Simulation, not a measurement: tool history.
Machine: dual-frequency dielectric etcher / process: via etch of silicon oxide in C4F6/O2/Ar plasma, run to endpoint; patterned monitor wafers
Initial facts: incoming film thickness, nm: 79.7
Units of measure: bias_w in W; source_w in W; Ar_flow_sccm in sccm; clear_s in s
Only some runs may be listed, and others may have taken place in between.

Run 1, hour 0.0: bias_w 571 W, source_w 250 W, Ar_flow_sccm 235 sccm. Result: clear_s 19.601 s.
Run 2, hour 0.7: bias_w 571 W, source_w 250 W, Ar_flow_sccm 267 sccm. Result: clear_s 19.972 s.
Run 3, hour 3.6: bias_w 595 W, source_w 250 W, Ar_flow_sccm 267 sccm. Result: clear_s 19.688 s.
Run 4, hour 6.7: bias_w 595 W, source_w 290 W, Ar_flow_sccm 267 sccm. Result: clear_s 18.693 s.
Run 5, hour 15.0: bias_w 595 W, source_w 250 W, Ar_flow_sccm 267 sccm. Result: clear_s 19.750 s.
Run 6, hour 22.8: bias_w 619 W, source_w 250 W, Ar_flow_sccm 267 sccm. Result: clear_s 19.458 s.
Run 7, hour 28.4: bias_w 639 W, source_w 250 W, Ar_flow_sccm 267 sccm. Result: clear_s 19.159 s.
Run 8, hour 36.6: bias_w 653 W, source_w 250 W, Ar_flow_sccm 267 sccm. Result: clear_s 19.226 s.
Run 9, hour 43.7: bias_w 673 W, source_w 250 W, Ar_flow_sccm 267 sccm. Result: clear_s 18.959 s.
Run 10, hour 52.6: bias_w 687 W, source_w 250 W, Ar_flow_sccm 267 sccm. Result: clear_s 18.846 s.

Expected results for the next run?
Run 11, hour 61.1: bias_w 699 W, source_w 250 W, Ar_flow_sccm 267 sccm. Result: clear_s ?.

clear_s: 18.859 s

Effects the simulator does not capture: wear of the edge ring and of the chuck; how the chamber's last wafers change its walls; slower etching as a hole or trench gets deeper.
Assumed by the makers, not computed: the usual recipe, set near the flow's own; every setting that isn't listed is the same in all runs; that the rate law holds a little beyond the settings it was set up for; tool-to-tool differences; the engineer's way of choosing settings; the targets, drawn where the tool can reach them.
